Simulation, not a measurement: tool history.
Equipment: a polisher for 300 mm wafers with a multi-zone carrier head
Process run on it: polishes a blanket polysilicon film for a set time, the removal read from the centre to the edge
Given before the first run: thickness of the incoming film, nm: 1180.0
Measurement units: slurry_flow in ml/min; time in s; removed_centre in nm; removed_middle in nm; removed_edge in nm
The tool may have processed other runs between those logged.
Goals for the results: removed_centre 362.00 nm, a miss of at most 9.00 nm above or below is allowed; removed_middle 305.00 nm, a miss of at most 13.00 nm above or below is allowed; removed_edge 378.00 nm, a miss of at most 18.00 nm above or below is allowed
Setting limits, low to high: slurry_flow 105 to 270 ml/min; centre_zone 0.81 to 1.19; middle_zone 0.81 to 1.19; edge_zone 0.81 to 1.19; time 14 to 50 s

| run | hour | slurry_flow | centre_zone | middle_zone | edge_zone | time | removed_centre | removed_middle | removed_edge |
|---|---|---|---|---|---|---|---|---|---|
| 1 | 0.0 | 175 | 1.00 | 1.00 | 1.00 | 32 | 292.77 | 281.87 | 286.07 |
| 2 | 5.4 | 155 | 1.00 | 1.00 | 1.00 | 32 | 283.08 | 277.91 | 282.98 |
| 3 | 10.2 | 155 | 0.94 | 1.00 | 1.00 | 32 | 270.80 | 284.09 | 282.67 |
| 4 | 11.0 | 165 | 0.96 | 0.98 | 1.04 | 33 | 286.73 | 281.73 | 292.22 |
| 5 | 13.5 | 165 | 0.92 | 0.98 | 1.04 | 33 | 279.36 | 280.98 | 291.32 |
| 6 | 20.2 | 165 | 0.92 | 1.04 | 1.04 | 33 | 281.51 | 300.08 | 298.98 |
| 7 | 26.0 | 160 | 0.94 | 1.01 | 1.07 | 35 | 296.64 | 312.38 | 314.20 |
| 8 | 29.0 | 175 | 0.93 | 0.97 | 1.10 | 36 | 313.32 | 318.21 | 336.54 |
| 9 | 30.4 | 190 | 0.94 | 0.94 | 1.12 | 36 | 320.51 | 308.39 | 339.42 |

Exercise: of the 4 proposed moves below, exactly one satisfies all targets within the stated allowed misses. Which move is it?
| A | 31.8 | 190 | 0.99 | 0.95 | 1.17 | 39 | ? | ? | ? |
| B | 31.8 | 190 | 1.01 | 0.84 | 1.19 | 39 | ? | ? | ? |
| C | 31.8 | 225 | 1.03 | 0.82 | 1.16 | 39 | ? | ? | ? |
| D | 31.8 | 215 | 0.97 | 0.98 | 1.09 | 32 | ? | ? | ? |

| move | removed_centre | removed_middle | removed_edge |
|---|---|---|---|
| A | 359.14 | 339.22 | 375.32 |
| B | 364.94 | 306.29 | 378.72 |
| C | 381.62 | 308.05 | 381.73 |
| D | 295.97 | 291.25 | 302.76 |
A: meets the target for the result that was furthest off, but another lies outside its allowed miss
B: meets every target
C: moves the result that the last run missed by most past its target, out the other side
D: its largest miss is bigger than the last run's
B is the move that brings every result within its allowed miss.

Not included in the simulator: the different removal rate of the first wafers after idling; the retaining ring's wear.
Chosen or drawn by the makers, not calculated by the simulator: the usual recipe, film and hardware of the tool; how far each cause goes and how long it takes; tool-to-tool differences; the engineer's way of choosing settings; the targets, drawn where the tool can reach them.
